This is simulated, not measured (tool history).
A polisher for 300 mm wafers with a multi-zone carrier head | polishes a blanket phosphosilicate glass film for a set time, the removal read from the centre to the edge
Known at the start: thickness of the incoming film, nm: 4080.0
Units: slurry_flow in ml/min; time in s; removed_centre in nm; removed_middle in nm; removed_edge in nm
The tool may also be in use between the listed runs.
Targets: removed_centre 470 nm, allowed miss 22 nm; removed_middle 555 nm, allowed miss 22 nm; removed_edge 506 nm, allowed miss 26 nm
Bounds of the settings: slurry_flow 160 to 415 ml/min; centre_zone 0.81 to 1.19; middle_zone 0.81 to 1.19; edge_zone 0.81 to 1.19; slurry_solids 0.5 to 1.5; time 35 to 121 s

run   hour  slurry_flow  centre_zone  middle_zone  edge_zone  slurry_solids  time  removed_centre  removed_middle  removed_edge
  1      0          265            1            1          1              1    78          1005.3          974.76        932.37
  2    2.1          320            1            1          1              1    78          1014.5          957.39        947.33
  3   10.7          320         1.05            1          1              1    78            1066          988.56        962.69
  4   17.7          320         1.05            1          1              1    67          897.21          846.28        825.24
  5   22.2          320         1.05            1          1              1    50          672.26          629.18        629.92
  6   27.9          320         0.98            1          1              1    50          640.85          622.92        619.55
  7   29.5          315         0.96         1.01          1           0.95    50           612.3          623.79        614.02
  8   36.1          310         0.95         1.01       0.99            0.9    50          586.08          600.92        581.99
  9   39.7          310         0.93         1.01       0.99            0.9    50          572.76          610.52        582.48
 10   42.5          310         0.92         1.01       0.98            0.9    50          570.12          601.91        581.74
 11   51.3          310         0.91         1.01       0.97            0.9    50          561.44          594.05        570.23
 12   58.6          310          0.9         1.01       0.97            0.9    50          569.97          587.64        582.44
 13   63.8          310         0.89         1.02       0.97           0.85    50          543.11          596.95        546.63
 14   72.6          310         0.89         1.02       0.97           0.85    50          538.73          593.66        558.97
 15     80          310         0.88         1.02       0.97           0.85    50          522.97          587.11        561.57
 16     83          310         0.88         1.02       0.96           0.85    50           546.7          576.33        554.83
 17   88.8          310         0.87         1.02       0.96           0.85    50          532.62           579.5        546.05
 18     96          310         0.87         1.02       0.96           0.85    50           527.9          585.88        560.92
 19  102.8          310         0.87         1.02       0.96           0.85    50          548.09          581.41         536.7
 20  104.3          310         0.86         1.02       0.96           0.85    50          520.01          581.13        550.79

Which of these 5 next moves meets every target?
  A  105.8          365         0.81         1.03       0.87           0.75    49               ?               ?             ?
  B  105.8          315            1         1.15       0.81           0.55    66               ?               ?             ?
  C  105.8          365         0.88         0.91       0.93            0.9    54               ?               ?             ?
  D  105.8          410         0.84         0.85       1.01            0.7    64               ?               ?             ?
  E  105.8          225            1         0.95       0.91            0.9    52               ?               ?             ?

move  removed_centre  removed_middle  removed_edge
   A          463.62          543.87         490.6
   B          580.49          637.96        513.89
   C          604.58          601.23        615.55
   D          600.24          583.94        648.87
   E          604.62          568.06        564.51
A: meets every target
B: further off than the last run
C: further off than the last run
D: further off than the last run
E: further off than the last run
Answer: A

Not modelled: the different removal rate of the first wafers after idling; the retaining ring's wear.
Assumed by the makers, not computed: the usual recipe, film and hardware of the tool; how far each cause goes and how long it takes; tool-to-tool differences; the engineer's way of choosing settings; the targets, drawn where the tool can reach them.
